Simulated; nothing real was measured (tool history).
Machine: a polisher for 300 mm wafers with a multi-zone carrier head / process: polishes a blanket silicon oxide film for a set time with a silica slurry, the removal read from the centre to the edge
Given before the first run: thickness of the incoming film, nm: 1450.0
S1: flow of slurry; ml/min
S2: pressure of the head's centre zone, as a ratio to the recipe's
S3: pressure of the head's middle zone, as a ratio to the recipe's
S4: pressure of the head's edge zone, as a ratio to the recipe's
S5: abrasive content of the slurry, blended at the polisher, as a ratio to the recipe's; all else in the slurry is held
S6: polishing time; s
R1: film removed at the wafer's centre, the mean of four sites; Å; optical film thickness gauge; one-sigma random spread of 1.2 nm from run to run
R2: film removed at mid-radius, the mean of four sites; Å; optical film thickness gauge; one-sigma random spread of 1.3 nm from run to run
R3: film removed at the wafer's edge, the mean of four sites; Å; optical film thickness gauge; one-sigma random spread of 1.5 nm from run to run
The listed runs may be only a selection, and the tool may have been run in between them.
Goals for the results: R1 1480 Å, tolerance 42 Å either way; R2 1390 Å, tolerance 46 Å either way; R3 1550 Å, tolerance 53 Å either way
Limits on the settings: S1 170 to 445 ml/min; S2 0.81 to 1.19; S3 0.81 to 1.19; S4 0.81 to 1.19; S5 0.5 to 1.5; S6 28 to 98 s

run,hour,S1,S2,S3,S4,S5,S6,R1,R2,R3
1,0,285,1,1,1,1,63,1723.3,1906.5,1855.5
2,7.1,275,1,0.95,0.98,0.95,63,1655.4,1761.7,1764
3,10.4,275,1,0.95,1.02,0.95,63,1651.9,1761.9,1820.5
4,17.4,265,1,0.91,1,0.9,63,1614.5,1622.3,1697.2
5,20.6,265,1,0.91,1.06,0.9,63,1610.3,1632.7,1759.9
# hour 24: centre zone pressure recalibrated
6,24,200,1,0.91,1.06,0.9,63,1686.4,1583.3,1721.3
7,31.8,195,0.98,0.89,1.04,0.9,63,1653.3,1566.2,1705.1
8,40.2,190,0.97,0.88,1.03,0.85,63,1557.5,1509.9,1635.6
9,41.3,185,0.97,0.86,1.02,0.85,63,1560.4,1471.9,1656.1
10,44.9,180,0.97,0.86,1.01,0.85,63,1557.3,1424.1,1596.5
11,53.6,180,0.96,0.86,1,0.85,63,1560,1440.5,1622.3
12,55,185,0.94,0.86,0.97,0.75,63,1393.5,1327.3,1466.7
13,59.7,190,0.95,0.86,0.99,0.75,63,1426,1354.2,1482
14,63.8,195,0.96,0.86,1,0.75,63,1437.3,1320.5,1489.1
15,64.5,215,0.96,0.91,1.03,0.8,63,1536.7,1475.5,1572

Of the 5 settings listed for the next run, only one would bring every result within its allowed miss of target. Which one?
A,65.2,170,0.99,0.81,1.07,0.7,68,?,?,?
B,65.2,225,0.96,0.83,1.1,1.35,44,?,?,?
C,65.2,265,0.86,0.81,1.08,1.15,51,?,?,?
D,65.2,240,1,0.84,1.1,0.7,64,?,?,?
E,65.2,175,0.97,0.88,1.04,0.85,60,?,?,?

move,R1,R2,R3
A,1467.4,1292.8,1571.2
B,1396.8,1289,1543.1
C,1375.6,1384.9,1668.4
D,1459.2,1305,1544.5
E,1460.6,1404.1,1568.7
A: the result that was furthest off in the last run now lies on the other side of its target
B: the result that was furthest off in the last run now lies on the other side of its target
C: brings the last run's worst result on target, with another outside its allowed miss
D: the result that was furthest off in the last run now lies on the other side of its target
E: every result lands within tolerance
E is the move that brings every result within its allowed miss.

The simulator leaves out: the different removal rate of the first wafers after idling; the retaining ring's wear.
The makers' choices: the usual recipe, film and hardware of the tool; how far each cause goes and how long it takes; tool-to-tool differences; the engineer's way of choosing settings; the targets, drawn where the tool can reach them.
